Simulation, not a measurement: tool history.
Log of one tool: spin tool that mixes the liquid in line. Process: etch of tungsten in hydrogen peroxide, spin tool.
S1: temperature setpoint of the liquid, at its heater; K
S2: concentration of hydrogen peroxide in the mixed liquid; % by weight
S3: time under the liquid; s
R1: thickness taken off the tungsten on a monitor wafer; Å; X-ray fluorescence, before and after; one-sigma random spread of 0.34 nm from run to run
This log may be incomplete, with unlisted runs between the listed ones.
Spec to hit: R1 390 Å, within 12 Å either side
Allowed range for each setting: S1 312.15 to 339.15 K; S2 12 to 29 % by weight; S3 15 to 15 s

run,day,S1,S2,S3,R1
1,0,328.15,19.5,15,593.77
2,0.179,328.15,17.5,15,554.94
3,0.321,327.15,17.5,15,516.26
4,0.642,326.65,17.5,15,511.38
5,0.892,326.65,17.5,15,504.47
6,1.225,326.15,17.5,15,488.31
7,1.571,325.65,17.5,15,477.38
8,1.946,321.65,17.5,15,377.21

Which of these 4 next moves meets every target?
A,2.321,320.15,18.5,15,?
B,2.321,320.15,20,15,?
C,2.321,320.15,22.5,15,?
D,2.321,323.15,13.5,15,?

move,R1
A,351.35
B,365.32
C,387.48
D,361.16
A: moves away from the targets compared with the last run
B: moves away from the targets compared with the last run
C: all results in spec
D: moves away from the targets compared with the last run
Correct choice: C, which meets every target
